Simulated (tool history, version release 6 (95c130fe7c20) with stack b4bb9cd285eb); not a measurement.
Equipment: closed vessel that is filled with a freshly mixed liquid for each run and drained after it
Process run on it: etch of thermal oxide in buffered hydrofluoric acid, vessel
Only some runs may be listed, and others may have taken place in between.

run  hour  temperature setpoint of the liquid (C)  parts of 40 % ammonium fluoride to one part of 49 % hydrofluoric acid (parts by volume)  time in the liquid (s)  thickness taken off the thermal oxide on a monitor wafer (angstrom)
  1     0                                      20                                                                                       22                     105                                                               446.01
  2   4.7                                    21.5                                                                                       21                     105                                                               498.98
  3  12.7                                    22.5                                                                                       20                     105                                                               549.32
  4  15.5                                      21                                                                                       20                     105                                                               506.61
  5  23.2                                    24.5                                                                                       20                     105                                                               612.56
  6  31.1                                      25                                                                                     19.5                     105                                                               637.59
  7    36                                    25.5                                                                                       19                     105                                                               687.75
  8  39.6                                      26                                                                                     18.5                     105                                                               714.78
  9  42.5                                    26.5                                                                                     18.5                     105                                                               738.42

For run 10, what comes out?
 10  48.3                                      27                                                                                     18.5                     105                                                                    ?

thickness taken off the thermal oxide on a monitor wafer (angstrom): 756.18
